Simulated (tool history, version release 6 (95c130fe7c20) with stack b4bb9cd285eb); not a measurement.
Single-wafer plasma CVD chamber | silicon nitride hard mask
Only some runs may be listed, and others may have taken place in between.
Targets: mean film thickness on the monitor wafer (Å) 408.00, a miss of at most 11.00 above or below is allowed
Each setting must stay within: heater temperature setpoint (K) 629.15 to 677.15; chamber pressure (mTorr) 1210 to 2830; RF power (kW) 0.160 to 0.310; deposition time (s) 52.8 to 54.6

run	day	heater temperature setpoint (K)	chamber pressure (mTorr)	RF power (kW)	deposition time (s)	mean film thickness on the monitor wafer (Å)
1	0.000	653.15	2020	0.235	52.8	549.26
2	0.238	653.15	1940	0.225	52.8	525.27
3	0.317	653.15	1870	0.215	52.8	504.02
4	0.467	653.15	1800	0.210	52.8	496.26
5	0.696	653.15	1740	0.205	52.8	485.27
6	0.792	653.15	1690	0.200	52.8	468.67
7	1.117	653.15	1640	0.195	52.8	458.47
8	1.179	653.15	1600	0.190	52.8	449.90
9	1.425	653.15	1560	0.185	52.8	438.43
10	1.512	653.15	1530	0.185	52.8	438.10
11	1.788	653.15	1500	0.185	52.8	437.46
12	1.988	653.15	1480	0.185	52.8	435.19
13	2.279	653.15	1460	0.185	52.8	435.43
14	2.408	653.15	1440	0.185	52.8	433.00
15	2.712	653.15	1420	0.185	52.8	432.56
16	3.083	653.15	1400	0.185	52.8	431.84
17	3.317	653.15	1380	0.185	52.8	430.42
18	3.433	653.15	1370	0.185	52.8	427.87
19	3.717	653.15	1350	0.185	52.8	428.34
20	3.942	653.15	1240	0.170	52.8	394.06

Consider the 4 candidate settings below. Which is the only one whose results all fall within their allowed miss of target?
A	4.167	659.15	1410	0.175	52.8	?
B	4.167	659.15	1210	0.165	52.8	?
C	4.167	651.15	1210	0.165	52.8	?
D	4.167	650.15	1210	0.165	52.8	?

move	mean film thickness on the monitor wafer (Å)
A	411.03
B	382.89
C	384.28
D	384.45
A: meets every target
B: the biggest miss grows against the last run
C: the biggest miss grows against the last run
D: the biggest miss grows against the last run
Go with A: it meets all targets.
